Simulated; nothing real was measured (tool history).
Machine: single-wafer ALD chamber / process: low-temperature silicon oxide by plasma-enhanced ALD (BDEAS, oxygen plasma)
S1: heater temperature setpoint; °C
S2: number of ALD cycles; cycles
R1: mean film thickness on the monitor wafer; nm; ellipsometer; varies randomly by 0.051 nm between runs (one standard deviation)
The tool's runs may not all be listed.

run  hour   S1  S2      R1
  1     0  100  62   8.251
  2   6.1   93  62  8.5342
  3  13.5   91  63  8.6999
  4  19.9   91  56  7.7012
  5  21.3   95  56  7.5407
  6  24.6  101  56  7.4839
  7  30.3   99  58  7.6595
  8  38.6   96  59  7.9182
  9  43.7   94  60  8.2755

Forecast run 10:
 10  48.6  92  61   ?

Run 10 measured R1 8.3195 nm.
